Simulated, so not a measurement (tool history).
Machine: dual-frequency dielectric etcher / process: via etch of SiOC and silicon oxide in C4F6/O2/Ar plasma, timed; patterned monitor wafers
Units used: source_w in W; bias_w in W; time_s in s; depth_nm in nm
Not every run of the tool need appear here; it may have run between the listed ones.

run 1 day=0 | source_w=360 bias_w=163 time_s=35 | depth_nm=40.305
run 2 day=0.108 | source_w=360 bias_w=163 time_s=32.5 | depth_nm=37.257
run 3 day=0.462 | source_w=380 bias_w=166 time_s=32.5 | depth_nm=38.243
run 4 day=0.779 | source_w=390 bias_w=171 time_s=32.5 | depth_nm=39.025
run 5 day=1.054 | source_w=400 bias_w=175 time_s=32.5 | depth_nm=39.769
run 6 day=1.396 | source_w=400 bias_w=156 time_s=32.5 | depth_nm=37.976
run 7 day=1.717 | source_w=410 bias_w=162 time_s=32.5 | depth_nm=38.822
run 8 day=1.8 | source_w=420 bias_w=167 time_s=32.5 | depth_nm=39.494
run 9 day=1.988 | source_w=430 bias_w=171 time_s=32.5 | depth_nm=40.325
run 10 day=2.346 | source_w=440 bias_w=174 time_s=32.5 | depth_nm=40.771
run 11 day=2.675 | source_w=440 bias_w=177 time_s=32.5 | depth_nm=41.077
run 12 day=2.746 | source_w=440 bias_w=180 time_s=32.5 | depth_nm=41.354
run 13 day=2.858 | source_w=440 bias_w=180 time_s=32.5 | depth_nm=41.487
run 14 day=2.883 | source_w=440 bias_w=182 time_s=32.5 | depth_nm=41.513
run 15 day=2.946 | source_w=440 bias_w=184 time_s=32.5 | depth_nm=42.037
run 16 day=3.208 | source_w=440 bias_w=185 time_s=32.5 | depth_nm=41.842

The next listed run, before its measurement:
run 17 day=3.396 | source_w=440 bias_w=187 time_s=32.5 | depth_nm=?

Logged for run 17: depth_nm 42.118 nm.
